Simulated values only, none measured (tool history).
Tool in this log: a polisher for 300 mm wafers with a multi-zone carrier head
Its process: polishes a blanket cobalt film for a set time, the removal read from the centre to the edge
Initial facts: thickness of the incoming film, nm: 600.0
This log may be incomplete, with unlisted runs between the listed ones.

run    day  flow of slurry (ml/min)  pressure of the head's centre zone  pressure of the head's middle zone  pressure of the head's edge zone  polishing time (s)  film removed at the wafer's centre (nm)  film removed at mid-radius (nm)  film removed at the wafer's edge (nm)
  1  0.000                      290                                1.00                                1.00                              1.00                  36                                   208.88                           223.28                                 223.65
  2  0.062                      355                                1.00                                1.00                              1.00                  36                                   212.79                           227.17                                 221.72
  3  0.350                      355                                1.00                                1.00                              1.00                  28                                   167.30                           178.88                                 172.12
  4  0.575                      345                                1.01                                1.01                              1.04                  32                                   192.42                           207.32                                 205.67
  5  0.696                      345                                1.01                                1.09                              1.04                  32                                   188.33                           210.89                                 204.09
  6  1.012                      345                                1.04                                1.09                              1.08                  34                                   211.78                           227.31                                 219.81

Run 7 is up next; what results do you expect?
  7  1.379                      335                                1.04                                1.07                              1.11                  35                                        ?                                ?                                      ?

film removed at the wafer's centre (nm): 216.44
film removed at mid-radius (nm): 235.11
film removed at the wafer's edge (nm): 231.30
